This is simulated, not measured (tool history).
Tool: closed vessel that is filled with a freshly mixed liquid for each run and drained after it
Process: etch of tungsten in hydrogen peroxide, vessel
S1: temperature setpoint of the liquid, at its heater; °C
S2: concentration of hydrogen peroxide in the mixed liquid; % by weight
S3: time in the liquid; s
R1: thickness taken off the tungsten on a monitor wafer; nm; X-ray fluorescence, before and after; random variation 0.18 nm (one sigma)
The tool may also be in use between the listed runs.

{"run": 1, "hour": 0.0, "S1": 49.0, "S2": 20.0, "S3": 90, "R1": 100.86}
{"run": 2, "hour": 7.6, "S1": 46.5, "S2": 20.0, "S3": 90, "R1": 86.347}
{"run": 3, "hour": 14.8, "S1": 44.5, "S2": 20.0, "S3": 90, "R1": 76.134}
{"run": 4, "hour": 18.2, "S1": 37.5, "S2": 20.0, "S3": 90, "R1": 48.493}
{"run": 5, "hour": 24.9, "S1": 33.0, "S2": 20.0, "S3": 90, "R1": 35.641}
{"run": 6, "hour": 29.2, "S1": 33.0, "S2": 20.0, "S3": 90, "R1": 35.851}
{"run": 7, "hour": 38.0, "S1": 33.5, "S2": 20.0, "S3": 90, "R1": 37.072}

Forecast run 8:
{"run": 8, "hour": 42.4, "S1": 34.0, "S2": 20.0, "S3": 90, "R1": "?"}

{"run 8": {"R1": 38.332}}
